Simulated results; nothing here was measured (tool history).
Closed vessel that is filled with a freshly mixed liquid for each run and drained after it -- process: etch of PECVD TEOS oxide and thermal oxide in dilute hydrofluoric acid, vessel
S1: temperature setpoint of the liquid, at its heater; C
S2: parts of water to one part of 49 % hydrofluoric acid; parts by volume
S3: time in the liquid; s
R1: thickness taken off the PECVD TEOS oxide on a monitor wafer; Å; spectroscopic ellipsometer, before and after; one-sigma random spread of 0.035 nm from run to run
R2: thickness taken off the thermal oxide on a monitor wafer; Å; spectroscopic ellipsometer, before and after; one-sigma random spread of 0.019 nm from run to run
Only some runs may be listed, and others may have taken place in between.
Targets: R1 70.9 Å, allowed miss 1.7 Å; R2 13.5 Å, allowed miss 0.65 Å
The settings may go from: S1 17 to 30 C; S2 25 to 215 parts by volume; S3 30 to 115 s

| run | hour | S1 | S2 | S3 | R1 | R2 |
|---|---|---|---|---|---|---|
| 1 | 0 | 22 | 120 | 60 | 109.73 | 20.847 |
| 2 | 5.7 | 25.5 | 120 | 60 | 127.12 | 24.46 |
| 3 | 7.3 | 23 | 130 | 60 | 104.82 | 19.967 |
| 4 | 9.1 | 21.5 | 135 | 60 | 94.868 | 18.007 |
| 5 | 11.6 | 20.5 | 140 | 60 | 87.197 | 16.765 |
| 6 | 19 | 20.5 | 125 | 60 | 100.45 | 18.895 |
| 7 | 25 | 19.5 | 135 | 60 | 87.586 | 16.13 |
| 8 | 29.5 | 19.5 | 140 | 60 | 84.368 | 15.874 |
| 9 | 37.8 | 19 | 145 | 60 | 79.104 | 15.027 |
| 10 | 41.2 | 18.5 | 145 | 60 | 77.41 | 15.021 |
| 11 | 46.1 | 18 | 145 | 60 | 76.799 | 14.446 |

Next run, 4 choices. One meets every target within its allowed miss, the rest don't. Which?
| A | 51 | 19 | 135 | 50 | ? | ? |
| B | 51 | 19 | 155 | 65 | ? | ? |
| C | 51 | 17 | 110 | 45 | ? | ? |
| D | 51 | 17 | 120 | 50 | ? | ? |

| move | R1 | R2 |
|---|---|---|
| A | 71.636 | 13.485 |
| B | 79.467 | 14.96 |
| C | 74.76 | 14.074 |
| D | 75.375 | 14.189 |
A: all results in spec
B: its largest miss is bigger than the last run's
C: an improvement on the last run, though not all results are within tolerance
D: an improvement on the last run, though not all results are within tolerance
So the answer is move A, the one that meets all the targets.
